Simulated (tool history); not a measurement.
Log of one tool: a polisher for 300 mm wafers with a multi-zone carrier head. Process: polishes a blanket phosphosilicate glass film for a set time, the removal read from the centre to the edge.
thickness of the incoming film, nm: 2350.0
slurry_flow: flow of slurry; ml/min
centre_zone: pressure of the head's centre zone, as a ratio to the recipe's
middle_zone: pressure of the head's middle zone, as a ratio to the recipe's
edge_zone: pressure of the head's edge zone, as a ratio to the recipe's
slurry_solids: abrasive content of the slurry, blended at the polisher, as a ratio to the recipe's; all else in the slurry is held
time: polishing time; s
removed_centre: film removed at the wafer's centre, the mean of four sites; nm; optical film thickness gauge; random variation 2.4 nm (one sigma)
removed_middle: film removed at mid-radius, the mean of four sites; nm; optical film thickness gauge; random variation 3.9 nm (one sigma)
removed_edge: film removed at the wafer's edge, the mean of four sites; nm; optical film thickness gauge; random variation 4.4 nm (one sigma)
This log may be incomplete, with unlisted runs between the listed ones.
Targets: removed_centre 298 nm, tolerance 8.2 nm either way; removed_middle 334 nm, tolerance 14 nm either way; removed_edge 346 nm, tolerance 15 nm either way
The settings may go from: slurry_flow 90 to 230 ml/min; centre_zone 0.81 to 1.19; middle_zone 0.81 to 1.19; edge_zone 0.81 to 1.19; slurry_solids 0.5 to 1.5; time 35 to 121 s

{"run": 1, "hour": 0.0, "slurry_flow": 150, "centre_zone": 1, "middle_zone": 1, "edge_zone": 1, "slurry_solids": 1, "time": 78, "removed_centre": 567.68, "removed_middle": 560.79, "removed_edge": 572}
{"run": 2, "hour": 7.3, "slurry_flow": 145, "centre_zone": 0.97, "middle_zone": 0.99, "edge_zone": 0.98, "slurry_solids": 0.9, "time": 76, "removed_centre": 520.87, "removed_middle": 523.63, "removed_edge": 529.94}
{"run": 3, "hour": 9.7, "slurry_flow": 140, "centre_zone": 0.95, "middle_zone": 0.98, "edge_zone": 0.98, "slurry_solids": 0.85, "time": 73, "removed_centre": 478.78, "removed_middle": 486.31, "removed_edge": 490.8}
{"run": 4, "hour": 14.6, "slurry_flow": 110, "centre_zone": 0.95, "middle_zone": 0.98, "edge_zone": 0.98, "slurry_solids": 0.85, "time": 73, "removed_centre": 449.94, "removed_middle": 458.87, "removed_edge": 462.17}
{"run": 5, "hour": 23.1, "slurry_flow": 105, "centre_zone": 0.93, "middle_zone": 0.97, "edge_zone": 0.99, "slurry_solids": 0.8, "time": 71, "removed_centre": 412.64, "removed_middle": 435.69, "removed_edge": 453.32}
{"run": 6, "hour": 24.9, "slurry_flow": 105, "centre_zone": 0.93, "middle_zone": 0.97, "edge_zone": 0.99, "slurry_solids": 0.8, "time": 85, "removed_centre": 489.92, "removed_middle": 503.94, "removed_edge": 558.33}
{"run": 7, "hour": 30.2, "slurry_flow": 95, "centre_zone": 0.83, "middle_zone": 0.91, "edge_zone": 0.9, "slurry_solids": 0.55, "time": 63, "removed_centre": 267.32, "removed_middle": 303.61, "removed_edge": 328.11}
{"run": 8, "hour": 36.7, "slurry_flow": 100, "centre_zone": 0.83, "middle_zone": 0.91, "edge_zone": 0.9, "slurry_solids": 0.55, "time": 63, "removed_centre": 275.67, "removed_middle": 310.27, "removed_edge": 328.82}
{"run": 9, "hour": 41.5, "slurry_flow": 105, "centre_zone": 0.83, "middle_zone": 0.91, "edge_zone": 0.9, "slurry_solids": 0.55, "time": 63, "removed_centre": 279.97, "removed_middle": 308.29, "removed_edge": 338.07}
{"run": 10, "hour": 46.4, "slurry_flow": 110, "centre_zone": 0.83, "middle_zone": 0.92, "edge_zone": 0.9, "slurry_solids": 0.55, "time": 63, "removed_centre": 282.48, "removed_middle": 318.5, "removed_edge": 340.98}
{"run": 11, "hour": 55.0, "slurry_flow": 115, "centre_zone": 0.83, "middle_zone": 0.92, "edge_zone": 0.9, "slurry_solids": 0.55, "time": 63, "removed_centre": 287.73, "removed_middle": 328.51, "removed_edge": 344.2}

Below are 4 possible settings for the next run. Only one of them brings all results inside the allowed miss of their targets. Which is it?
{"run": "A", "hour": 63.6, "slurry_flow": 140, "centre_zone": 0.82, "middle_zone": 0.97, "edge_zone": 0.91, "slurry_solids": 0.75, "time": 59, "removed_centre": "?", "removed_middle": "?", "removed_edge": "?"}
{"run": "B", "hour": 63.6, "slurry_flow": 145, "centre_zone": 0.86, "middle_zone": 1.05, "edge_zone": 0.85, "slurry_solids": 0.55, "time": 55, "removed_centre": "?", "removed_middle": "?", "removed_edge": "?"}
{"run": "C", "hour": 63.6, "slurry_flow": 155, "centre_zone": 0.94, "middle_zone": 1, "edge_zone": 0.81, "slurry_solids": 0.95, "time": 46, "removed_centre": "?", "removed_middle": "?", "removed_edge": "?"}
{"run": "D", "hour": 63.6, "slurry_flow": 135, "centre_zone": 0.85, "middle_zone": 0.95, "edge_zone": 0.94, "slurry_solids": 0.5, "time": 63, "removed_centre": "?", "removed_middle": "?", "removed_edge": "?"}

move=A removed_centre=312.68 removed_middle=374.87 removed_edge=374.97
move=B removed_centre=276.06 removed_middle=336.74 removed_edge=305.85
move=C removed_centre=311.67 removed_middle=332.9 removed_edge=308.62
move=D removed_centre=296.58 removed_middle=337.31 removed_edge=348.79
A: pushes the last run's worst result past its target
B: lands further from the targets than the last run did
C: pushes the last run's worst result past its target
D: every result lands within tolerance
D is the move that brings every result within its allowed miss.

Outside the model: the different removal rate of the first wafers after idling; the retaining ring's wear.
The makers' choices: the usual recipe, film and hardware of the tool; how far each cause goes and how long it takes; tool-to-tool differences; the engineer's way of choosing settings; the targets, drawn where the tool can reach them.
